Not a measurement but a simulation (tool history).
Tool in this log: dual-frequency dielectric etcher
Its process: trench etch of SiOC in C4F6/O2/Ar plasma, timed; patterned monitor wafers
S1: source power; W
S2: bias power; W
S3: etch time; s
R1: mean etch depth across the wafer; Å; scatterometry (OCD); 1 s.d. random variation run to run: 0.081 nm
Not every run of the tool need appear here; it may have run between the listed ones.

run,hour,S1,S2,S3,R1
1,0.0,340,185,16,335.37
2,1.0,300,179,16,312.61
3,7.2,280,178,16,302.10
4,12.2,270,178,16,297.24
# hour 14.2: source power generator calibrated
5,14.2,320,178,16,318.17
6,19.1,290,177,16,304.45
7,21.6,290,177,16,302.13
8,26.6,280,177,16,297.54
9,28.9,270,177,16,290.46

Forecast run 10:
10,36.2,260,177,16,?

{"run 10": {"R1": 285.64}}
